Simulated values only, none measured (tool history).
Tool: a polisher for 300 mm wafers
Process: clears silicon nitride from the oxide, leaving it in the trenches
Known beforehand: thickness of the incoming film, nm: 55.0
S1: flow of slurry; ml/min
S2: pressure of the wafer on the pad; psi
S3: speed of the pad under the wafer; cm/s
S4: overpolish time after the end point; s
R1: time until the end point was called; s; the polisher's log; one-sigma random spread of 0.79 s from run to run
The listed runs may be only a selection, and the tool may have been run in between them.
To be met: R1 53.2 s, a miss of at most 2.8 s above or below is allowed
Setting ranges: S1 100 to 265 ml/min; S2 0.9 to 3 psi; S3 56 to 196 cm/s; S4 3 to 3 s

run 1 hour=0 | S1=170 S2=1.9 S3=126 S4=3 | R1=84.043
run 2 hour=7.9 | S1=170 S2=1.6 S3=126 S4=3 | R1=100.61
run 3 hour=8.9 | S1=170 S2=1.9 S3=128 S4=3 | R1=86.17
run 4 hour=16.4 | S1=170 S2=2.2 S3=130 S4=3 | R1=70.531
run 5 hour=17.1 | S1=170 S2=2.4 S3=130 S4=3 | R1=66.46
run 6 hour=25.3 | S1=170 S2=2.5 S3=130 S4=3 | R1=63.051
run 7 hour=33.2 | S1=170 S2=2.6 S3=130 S4=3 | R1=60.344
run 8 hour=34 | S1=170 S2=2.7 S3=130 S4=3 | R1=59.176

Of the 5 settings listed for the next run, only one would bring every result within its allowed miss of target. Which one?
run A hour=34.8 | S1=205 S2=2.7 S3=106 S4=3 | R1=?
run B hour=34.8 | S1=155 S2=2.6 S3=126 S4=3 | R1=?
run C hour=34.8 | S1=165 S2=2.7 S3=116 S4=3 | R1=?
run D hour=34.8 | S1=165 S2=2.4 S3=128 S4=3 | R1=?
run E hour=34.8 | S1=115 S2=2.5 S3=172 S4=3 | R1=?

move=A R1=66.958
move=B R1=63.345
move=C R1=64.5
move=D R1=66.87
move=E R1=54.331
A: its largest miss is bigger than the last run's
B: its largest miss is bigger than the last run's
C: its largest miss is bigger than the last run's
D: its largest miss is bigger than the last run's
E: each result inside its tolerance
E is the move that brings every result within its allowed miss.

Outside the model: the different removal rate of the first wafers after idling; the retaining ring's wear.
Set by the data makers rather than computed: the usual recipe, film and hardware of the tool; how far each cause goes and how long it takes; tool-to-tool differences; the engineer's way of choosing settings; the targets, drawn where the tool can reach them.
